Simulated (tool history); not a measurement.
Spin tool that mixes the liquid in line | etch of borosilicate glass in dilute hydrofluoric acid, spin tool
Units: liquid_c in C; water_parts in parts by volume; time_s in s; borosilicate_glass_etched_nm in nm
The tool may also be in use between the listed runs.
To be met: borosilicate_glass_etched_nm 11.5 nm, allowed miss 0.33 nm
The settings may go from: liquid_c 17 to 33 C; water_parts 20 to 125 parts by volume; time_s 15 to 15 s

| run | hour | liquid_c | water_parts | time_s | borosilicate_glass_etched_nm |
|---|---|---|---|---|---|
| 1 | 0 | 25 | 70 | 15 | 6.4392 |
| 2 | 1.3 | 26 | 65 | 15 | 7.2896 |
| 3 | 5.5 | 23 | 65 | 15 | 6.4094 |
| 4 | 12.1 | 23 | 45 | 15 | 9.4904 |
| 5 | 14.4 | 23 | 45 | 15 | 9.5528 |
| 6 | 21.5 | 23 | 60 | 15 | 6.9881 |
| 7 | 28.7 | 24.5 | 60 | 15 | 7.4508 |
| 8 | 37.2 | 26 | 60 | 15 | 7.8877 |
| 9 | 41.4 | 27 | 60 | 15 | 8.2549 |
| 10 | 48.3 | 28 | 60 | 15 | 8.5863 |
| 11 | 55.9 | 32 | 50 | 15 | 12.222 |

5 next moves are on the table. One of them brings every result within its allowed miss. Which?
| A | 63.5 | 31.5 | 55 | 15 | ? |
| B | 63.5 | 33 | 55 | 15 | ? |
| C | 63.5 | 31 | 55 | 15 | ? |
| D | 63.5 | 32 | 55 | 15 | ? |
| E | 63.5 | 31 | 45 | 15 | ? |

| move | borosilicate_glass_etched_nm |
|---|---|
| A | 10.782 |
| B | 11.42 |
| C | 10.575 |
| D | 10.991 |
| E | 13.13 |
A: takes the result that was furthest off past its target
B: meets every target
C: takes the result that was furthest off past its target
D: takes the result that was furthest off past its target
E: further off than the last run
The right move is B.
